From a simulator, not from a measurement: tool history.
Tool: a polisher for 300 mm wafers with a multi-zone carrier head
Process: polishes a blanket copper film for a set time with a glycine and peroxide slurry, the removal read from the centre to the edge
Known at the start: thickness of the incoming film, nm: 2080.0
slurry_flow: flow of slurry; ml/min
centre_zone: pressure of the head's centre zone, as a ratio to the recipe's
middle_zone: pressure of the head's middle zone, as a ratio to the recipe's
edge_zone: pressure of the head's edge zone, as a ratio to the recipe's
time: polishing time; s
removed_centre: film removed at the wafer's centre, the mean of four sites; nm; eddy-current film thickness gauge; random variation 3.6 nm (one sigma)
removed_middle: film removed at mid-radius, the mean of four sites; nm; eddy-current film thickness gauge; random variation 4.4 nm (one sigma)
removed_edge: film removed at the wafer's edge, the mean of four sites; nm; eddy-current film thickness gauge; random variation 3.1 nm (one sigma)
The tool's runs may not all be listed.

| run | hour | slurry_flow | centre_zone | middle_zone | edge_zone | time | removed_centre | removed_middle | removed_edge |
|---|---|---|---|---|---|---|---|---|---|
| 1 | 0.0 | 200 | 1.00 | 1.00 | 1.00 | 58 | 356.02 | 355.70 | 345.97 |
| 2 | 3.7 | 200 | 1.00 | 1.00 | 1.04 | 58 | 356.75 | 352.90 | 354.73 |
| 3 | 10.9 | 200 | 1.00 | 1.00 | 1.04 | 44 | 268.57 | 268.72 | 270.46 |
| 4 | 18.9 | 200 | 1.00 | 0.92 | 1.04 | 44 | 265.04 | 246.12 | 265.70 |
| 5 | 22.1 | 200 | 1.00 | 0.92 | 0.99 | 44 | 270.19 | 252.77 | 261.82 |
| 6 | 28.2 | 205 | 0.97 | 0.93 | 1.04 | 47 | 271.98 | 270.34 | 284.24 |
| 7 | 35.7 | 210 | 0.96 | 0.93 | 1.08 | 49 | 284.05 | 275.19 | 307.77 |
| 8 | 41.9 | 220 | 0.95 | 0.94 | 1.10 | 49 | 284.59 | 280.45 | 305.72 |
| 9 | 47.8 | 215 | 0.93 | 0.94 | 1.12 | 50 | 286.62 | 295.67 | 315.15 |
| 10 | 50.6 | 215 | 0.91 | 0.92 | 1.14 | 51 | 281.36 | 289.64 | 328.13 |

The next listed run, before its measurement:
| 11 | 51.8 | 215 | 0.91 | 0.92 | 1.15 | 51 | ? | ? | ? |

Run 11 gave removed_centre 286.36 nm, removed_middle 285.85 nm, removed_edge 324.85 nm.

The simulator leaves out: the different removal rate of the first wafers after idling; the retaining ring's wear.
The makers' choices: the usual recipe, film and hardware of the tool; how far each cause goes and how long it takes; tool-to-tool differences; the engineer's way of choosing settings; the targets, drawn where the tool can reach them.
